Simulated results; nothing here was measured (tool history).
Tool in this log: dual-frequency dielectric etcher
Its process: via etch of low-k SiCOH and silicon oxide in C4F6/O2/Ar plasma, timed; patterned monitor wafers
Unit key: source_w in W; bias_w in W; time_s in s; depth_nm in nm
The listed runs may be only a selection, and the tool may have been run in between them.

| run | hour | source_w | bias_w | time_s | depth_nm |
|---|---|---|---|---|---|
| 1 | 0 | 420 | 239 | 54.5 | 157.44 |
| 2 | 7.9 | 410 | 238 | 54.5 | 156.31 |
| 3 | 14 | 460 | 238 | 54.5 | 166.11 |
| 4 | 20.6 | 460 | 238 | 56.5 | 171.59 |
| 5 | 28.5 | 430 | 235 | 56.5 | 164.29 |
| 6 | 30.7 | 410 | 234 | 56.5 | 160.13 |
| 7 | 35.7 | 400 | 233 | 56.5 | 157.2 |
| 8 | 43.5 | 400 | 233 | 56.5 | 157.09 |
|  | 48.8 | source power generator calibrated |
| 9 | 48.8 | 390 | 233 | 56.5 | 159.02 |

What will run 10 give?
| 10 | 55.3 | 390 | 233 | 56.5 | ? |

{"run 10": {"depth_nm": 159.83}}
